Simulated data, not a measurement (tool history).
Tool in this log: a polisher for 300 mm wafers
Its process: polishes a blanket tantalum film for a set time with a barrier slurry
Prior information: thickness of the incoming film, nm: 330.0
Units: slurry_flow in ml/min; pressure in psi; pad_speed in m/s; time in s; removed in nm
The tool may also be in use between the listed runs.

Run 1, hour 0.0: slurry_flow 265 ml/min, pressure 2.4 psi, pad_speed 0.96 m/s, slurry_solids 1.0, time 44 s. Result: removed 99.630 nm.
Run 2, hour 1.8: slurry_flow 265 ml/min, pressure 2.2 psi, pad_speed 0.94 m/s, slurry_solids 1.0, time 44 s. Result: removed 89.585 nm.
Run 3, hour 3.1: slurry_flow 265 ml/min, pressure 2.1 psi, pad_speed 0.92 m/s, slurry_solids 1.0, time 44 s. Result: removed 82.633 nm.
Run 4, hour 9.3: slurry_flow 265 ml/min, pressure 2.1 psi, pad_speed 0.76 m/s, slurry_solids 1.0, time 44 s. Result: removed 69.833 nm.
Run 5, hour 17.1: slurry_flow 265 ml/min, pressure 2.0 psi, pad_speed 0.76 m/s, slurry_solids 1.0, time 44 s. Result: removed 66.822 nm.
Run 6, hour 21.7: slurry_flow 265 ml/min, pressure 1.9 psi, pad_speed 0.76 m/s, slurry_solids 1.0, time 44 s. Result: removed 63.214 nm.

Estimate the outcome of run 7 from the log above:
Run 7, hour 25.1: slurry_flow 265 ml/min, pressure 1.8 psi, pad_speed 0.76 m/s, slurry_solids 1.0, time 44 s. Result: removed ?.

Run 7 produced removed 60.082 nm.

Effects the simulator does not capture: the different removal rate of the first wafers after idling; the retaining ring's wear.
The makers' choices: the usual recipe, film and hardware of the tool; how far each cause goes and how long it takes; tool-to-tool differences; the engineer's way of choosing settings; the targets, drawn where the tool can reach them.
